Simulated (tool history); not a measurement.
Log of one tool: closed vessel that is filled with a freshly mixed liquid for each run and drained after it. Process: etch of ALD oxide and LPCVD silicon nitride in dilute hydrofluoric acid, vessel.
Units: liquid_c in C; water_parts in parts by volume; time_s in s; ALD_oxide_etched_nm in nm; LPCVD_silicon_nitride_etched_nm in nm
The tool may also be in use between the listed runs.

run	hour	liquid_c	water_parts	time_s	ALD_oxide_etched_nm	LPCVD_silicon_nitride_etched_nm
1	0.0	22.0	100	60	10.6430	0.27341
2	0.7	22.0	100	80	14.1100	0.51640
3	2.0	22.0	100	100	17.5510	0.54023
4	9.7	22.0	100	115	20.1940	0.63468
5	18.0	25.0	100	115	22.9070	0.80040
6	24.8	24.0	110	115	19.6290	0.61029
7	31.4	23.5	115	115	18.3440	0.52948
8	39.1	23.5	115	115	18.5040	0.61197
9	40.7	23.0	120	115	17.0210	0.62920
10	47.2	19.0	160	115	10.4890	0.24067

Run 11 comes next. What will it give?
# hour 48.9: hydrofluoric acid flow meter replaced
11	48.9	19.0	170	110	?	?

ALD_oxide_etched_nm: 8.6091 nm
LPCVD_silicon_nitride_etched_nm: 0.28367 nm

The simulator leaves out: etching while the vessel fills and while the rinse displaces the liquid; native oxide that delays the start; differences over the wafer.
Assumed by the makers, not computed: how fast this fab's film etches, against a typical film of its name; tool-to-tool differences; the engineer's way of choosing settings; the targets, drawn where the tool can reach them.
